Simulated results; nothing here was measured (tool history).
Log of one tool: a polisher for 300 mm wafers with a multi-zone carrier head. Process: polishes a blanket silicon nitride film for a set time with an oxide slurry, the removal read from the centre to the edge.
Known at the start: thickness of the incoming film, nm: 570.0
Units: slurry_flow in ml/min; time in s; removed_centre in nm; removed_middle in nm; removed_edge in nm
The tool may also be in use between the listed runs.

run  hour  slurry_flow  centre_zone  middle_zone  edge_zone  slurry_solids  time  removed_centre  removed_middle  removed_edge
  1   0.0          270         1.00         1.00       1.00           1.00    48          22.352          22.092        22.243
  2   5.4          260         0.95         0.96       0.98           0.85    42          16.758          16.804        17.931
  3  12.0          260         0.95         0.96       0.98           0.85    33          12.918          13.513        13.842
  4  16.3          255         0.93         0.94       0.95           0.75    33          11.863          11.894        12.574
  5  17.5          245         0.89         0.92       0.93           0.75    33          11.518          11.637        12.536
  6  20.3          240         0.87         0.91       0.92           0.70    33          10.568          11.083        11.969

The next listed run, before its measurement:
  7  21.9          235         0.86         0.90       0.90           0.70    33               ?               ?             ?

{"run 7": {"removed_centre": 10.415, "removed_middle": 10.836, "removed_edge": 11.485}}
